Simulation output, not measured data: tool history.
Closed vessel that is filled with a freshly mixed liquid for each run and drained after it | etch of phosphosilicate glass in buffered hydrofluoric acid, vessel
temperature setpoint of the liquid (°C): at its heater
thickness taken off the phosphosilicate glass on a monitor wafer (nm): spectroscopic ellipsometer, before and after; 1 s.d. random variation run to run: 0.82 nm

| run | hour | temperature setpoint of the liquid (°C) | parts of 40 % ammonium fluoride to one part of 49 % hydrofluoric acid (parts by volume) | time in the liquid (s) | thickness taken off the phosphosilicate glass on a monitor wafer (nm) |
|---|---|---|---|---|---|
| 1 | 0 | 21 | 22 | 95 | 158.48 |
| 2 | 1.9 | 21 | 22 | 100 | 167.18 |
| 3 | 10.2 | 22.5 | 22 | 100 | 182.52 |
| 4 | 12.4 | 22.5 | 22 | 100 | 182.7 |
| 5 | 20.8 | 23.5 | 21.5 | 100 | 194.21 |
| 6 | 28.3 | 21 | 21.5 | 100 | 170.24 |
| 7 | 29.2 | 22.5 | 21.5 | 100 | 185.54 |
| 8 | 34.1 | 23.5 | 21 | 100 | 198.42 |

The next listed run, before its measurement:
| 9 | 41.3 | 24.5 | 21 | 100 | ? |

{"run 9": {"thickness taken off the phosphosilicate glass on a monitor wafer (nm)": 211.29}}
